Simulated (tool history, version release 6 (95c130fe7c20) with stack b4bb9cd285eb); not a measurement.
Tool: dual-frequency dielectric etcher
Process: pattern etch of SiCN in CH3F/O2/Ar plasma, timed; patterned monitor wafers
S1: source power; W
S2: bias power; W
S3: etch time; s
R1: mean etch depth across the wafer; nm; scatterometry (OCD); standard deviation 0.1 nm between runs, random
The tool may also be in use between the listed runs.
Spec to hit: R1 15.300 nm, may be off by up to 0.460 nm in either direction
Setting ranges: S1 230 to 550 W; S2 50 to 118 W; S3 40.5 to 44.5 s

| run | day | S1 | S2 | S3 | R1 |
|---|---|---|---|---|---|
| 1 | 0.000 | 390 | 84 | 44.5 | 18.288 |
| 2 | 0.071 | 370 | 81 | 44.0 | 17.769 |
| 3 | 0.258 | 350 | 78 | 43.5 | 17.112 |
| 4 | 0.533 | 340 | 76 | 43.0 | 16.194 |
| 5 | 0.733 | 330 | 76 | 43.0 | 16.338 |
| 6 | 0.879 | 320 | 75 | 43.0 | 16.287 |
| 7 | 1.121 | 270 | 68 | 42.5 | 14.498 |
|  | 1.375 | source power generator calibrated |
| 8 | 1.375 | 280 | 69 | 42.5 | 14.879 |

Which of these 4 next moves meets every target?
| A | 1.629 | 290 | 66 | 42.5 | ? |
| B | 1.629 | 270 | 69 | 41.5 | ? |
| C | 1.629 | 310 | 65 | 41.5 | ? |
| D | 1.629 | 330 | 72 | 41.0 | ? |

| move | R1 |
|---|---|
| A | 14.476 |
| B | 14.294 |
| C | 14.215 |
| D | 15.134 |
A: lands further from the targets than the last run did
B: lands further from the targets than the last run did
C: lands further from the targets than the last run did
D: hits every target within its allowed miss
Move D is the one to make.
